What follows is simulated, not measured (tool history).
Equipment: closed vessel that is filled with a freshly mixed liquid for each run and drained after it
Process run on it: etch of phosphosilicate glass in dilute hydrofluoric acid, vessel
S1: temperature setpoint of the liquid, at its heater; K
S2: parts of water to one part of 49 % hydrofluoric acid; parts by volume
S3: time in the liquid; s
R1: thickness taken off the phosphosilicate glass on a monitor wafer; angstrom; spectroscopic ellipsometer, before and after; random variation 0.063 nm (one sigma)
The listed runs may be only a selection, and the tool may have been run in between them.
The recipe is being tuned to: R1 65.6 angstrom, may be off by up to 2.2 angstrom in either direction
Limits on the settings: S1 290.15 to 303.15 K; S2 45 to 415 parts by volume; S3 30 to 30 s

| run | hour | S1 | S2 | S3 | R1 |
|---|---|---|---|---|---|
| 1 | 0 | 295.15 | 230 | 30 | 97.14 |
| 2 | 8.8 | 294.65 | 235 | 30 | 90.603 |
| 3 | 15.9 | 294.15 | 240 | 30 | 87.931 |
| 4 | 20.1 | 294.15 | 200 | 30 | 110.02 |
| 5 | 22.3 | 293.65 | 210 | 30 | 100.54 |
| 6 | 24.2 | 293.15 | 220 | 30 | 92.774 |
| 7 | 31.2 | 292.65 | 225 | 30 | 88.351 |
| 8 | 34.8 | 292.15 | 230 | 30 | 85.525 |
|  | 39.4 | hydrofluoric acid flow meter replaced |
| 9 | 39.4 | 290.15 | 275 | 30 | 71.655 |
| 10 | 47.5 | 290.15 | 280 | 30 | 70.141 |
| 11 | 49.6 | 290.15 | 285 | 30 | 67.751 |

Of the 4 settings listed for the next run, only one would bring every result within its allowed miss of target. Which one?
| A | 51.7 | 291.65 | 305 | 30 | ? |
| B | 51.7 | 290.65 | 280 | 30 | ? |
| C | 51.7 | 290.15 | 275 | 30 | ? |
| D | 51.7 | 290.15 | 270 | 30 | ? |

| move | R1 |
|---|---|
| A | 66.659 |
| B | 71.452 |
| C | 71.681 |
| D | 73.322 |
A: hits every target within its allowed miss
B: misses by more than the last run did
C: misses by more than the last run did
D: misses by more than the last run did
A is the move that brings every result within its allowed miss.
